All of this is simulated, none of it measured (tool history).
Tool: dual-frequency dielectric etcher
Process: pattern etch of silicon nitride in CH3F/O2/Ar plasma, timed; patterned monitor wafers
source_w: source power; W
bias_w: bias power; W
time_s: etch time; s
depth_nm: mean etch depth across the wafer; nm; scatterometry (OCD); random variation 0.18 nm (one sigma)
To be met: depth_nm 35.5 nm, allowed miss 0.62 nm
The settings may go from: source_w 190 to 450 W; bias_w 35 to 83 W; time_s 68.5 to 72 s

Run 1, hour 0: source_w 320 W, bias_w 59 W, time_s 68.5 s. Result: depth_nm 42.426 nm.
Run 2, hour 2.7: source_w 320 W, bias_w 59 W, time_s 68.5 s. Result: depth_nm 42.935 nm.
Run 3, hour 4.7: source_w 320 W, bias_w 59 W, time_s 68.5 s. Result: depth_nm 42.989 nm.
Run 4, hour 7.1: source_w 290 W, bias_w 57 W, time_s 68.5 s. Result: depth_nm 40.423 nm.
Run 5, hour 13.4: source_w 270 W, bias_w 56 W, time_s 68.5 s. Result: depth_nm 39.416 nm.
Run 6, hour 18.1: source_w 270 W, bias_w 56 W, time_s 68.5 s. Result: depth_nm 38.951 nm.
Run 7, hour 27.2: source_w 250 W, bias_w 56 W, time_s 68.5 s. Result: depth_nm 38.121 nm.
Run 8, hour 28.9: source_w 250 W, bias_w 56 W, time_s 68.5 s. Result: depth_nm 37.961 nm.
Run 9, hour 29.9: source_w 240 W, bias_w 56 W, time_s 68.5 s. Result: depth_nm 37.488 nm.
Run 10, hour 33.1: source_w 230 W, bias_w 56 W, time_s 68.5 s. Result: depth_nm 36.794 nm.
Run 11, hour 34.2: source_w 220 W, bias_w 56 W, time_s 68.5 s. Result: depth_nm 36.334 nm.

4 next moves are on the table. One of them brings every result within its allowed miss. Which?
Run A, hour 35.3: source_w 210 W, bias_w 56 W, time_s 68.5 s. Result: depth_nm ?.
Run B, hour 35.3: source_w 210 W, bias_w 55 W, time_s 72 s. Result: depth_nm ?.
Run C, hour 35.3: source_w 200 W, bias_w 48 W, time_s 72 s. Result: depth_nm ?.
Run D, hour 35.3: source_w 190 W, bias_w 54 W, time_s 69 s. Result: depth_nm ?.

move  depth_nm
   A    35.611
   B    37.066
   C    33.751
   D    33.905
A: meets every target
B: further off than the last run
C: takes the result that was furthest off past its target
D: takes the result that was furthest off past its target
Answer: A
